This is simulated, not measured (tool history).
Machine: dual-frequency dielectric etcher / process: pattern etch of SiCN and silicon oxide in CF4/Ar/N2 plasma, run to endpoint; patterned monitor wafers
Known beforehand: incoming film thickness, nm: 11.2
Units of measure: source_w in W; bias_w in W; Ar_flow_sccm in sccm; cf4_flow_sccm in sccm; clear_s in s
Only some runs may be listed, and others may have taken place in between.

run 1 hour=0.0 | source_w=340 bias_w=95 Ar_flow_sccm=107 cf4_flow_sccm=69 | clear_s=16.128
run 2 hour=3.0 | source_w=340 bias_w=95 Ar_flow_sccm=120 cf4_flow_sccm=69 | clear_s=16.263
run 3 hour=8.2 | source_w=350 bias_w=96 Ar_flow_sccm=120 cf4_flow_sccm=69 | clear_s=16.034
run 4 hour=14.2 | source_w=350 bias_w=96 Ar_flow_sccm=120 cf4_flow_sccm=79 | clear_s=15.659
run 5 hour=15.8 | source_w=350 bias_w=85 Ar_flow_sccm=120 cf4_flow_sccm=79 | clear_s=16.332
run 6 hour=24.3 | source_w=350 bias_w=85 Ar_flow_sccm=138 cf4_flow_sccm=79 | clear_s=16.702
run 7 hour=31.9 | source_w=360 bias_w=86 Ar_flow_sccm=138 cf4_flow_sccm=79 | clear_s=16.344
run 8 hour=40.8 | source_w=370 bias_w=87 Ar_flow_sccm=138 cf4_flow_sccm=79 | clear_s=15.994
run 9 hour=43.5 | source_w=380 bias_w=88 Ar_flow_sccm=138 cf4_flow_sccm=79 | clear_s=15.588
run 10 hour=47.4 | source_w=440 bias_w=92 Ar_flow_sccm=137 cf4_flow_sccm=80 | clear_s=13.985
run 11 hour=50.4 | source_w=440 bias_w=93 Ar_flow_sccm=137 cf4_flow_sccm=80 | clear_s=13.872
run 12 hour=53.1 | source_w=440 bias_w=94 Ar_flow_sccm=137 cf4_flow_sccm=80 | clear_s=13.909
run 13 hour=61.3 | source_w=440 bias_w=95 Ar_flow_sccm=137 cf4_flow_sccm=80 | clear_s=13.827

The next listed run, before its measurement:
run 14 hour=64.0 | source_w=440 bias_w=96 Ar_flow_sccm=137 cf4_flow_sccm=80 | clear_s=?

Run 14 produced clear_s 13.750 s.
